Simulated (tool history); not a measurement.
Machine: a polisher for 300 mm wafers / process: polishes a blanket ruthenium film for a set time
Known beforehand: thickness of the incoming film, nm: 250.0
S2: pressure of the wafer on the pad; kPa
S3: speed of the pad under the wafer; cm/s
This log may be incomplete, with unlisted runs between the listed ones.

{"run": 1, "hour": 0.0, "flow of slurry (ml/min)": 250, "S2": 9.7, "S3": 80, "polishing time (s)": 18, "film removed (angstrom)": 108.52}
{"run": 2, "hour": 5.4, "flow of slurry (ml/min)": 250, "S2": 9.7, "S3": 94, "polishing time (s)": 18, "film removed (angstrom)": 125.75}
{"run": 3, "hour": 13.6, "flow of slurry (ml/min)": 200, "S2": 9.7, "S3": 94, "polishing time (s)": 18, "film removed (angstrom)": 119.67}
{"run": 4, "hour": 17.5, "flow of slurry (ml/min)": 200, "S2": 8.3, "S3": 94, "polishing time (s)": 18, "film removed (angstrom)": 103.41}
{"run": 5, "hour": 25.0, "flow of slurry (ml/min)": 200, "S2": 8.3, "S3": 110, "polishing time (s)": 18, "film removed (angstrom)": 120.06}
{"run": 6, "hour": 26.3, "flow of slurry (ml/min)": 150, "S2": 8.3, "S3": 110, "polishing time (s)": 18, "film removed (angstrom)": 111.95}
{"run": 7, "hour": 31.0, "flow of slurry (ml/min)": 150, "S2": 8.3, "S3": 110, "polishing time (s)": 18, "film removed (angstrom)": 112.42}
{"run": 8, "hour": 36.6, "flow of slurry (ml/min)": 150, "S2": 6.9, "S3": 110, "polishing time (s)": 18, "film removed (angstrom)": 95.012}
{"run": 9, "hour": 38.7, "flow of slurry (ml/min)": 150, "S2": 6.9, "S3": 110, "polishing time (s)": 18, "film removed (angstrom)": 94.793}

Estimate the outcome of run 10 from the log above:
{"run": 10, "hour": 47.0, "flow of slurry (ml/min)": 150, "S2": 6.2, "S3": 110, "polishing time (s)": 18, "film removed (angstrom)": "?"}

{"run 10": {"film removed (angstrom)": 85.481}}
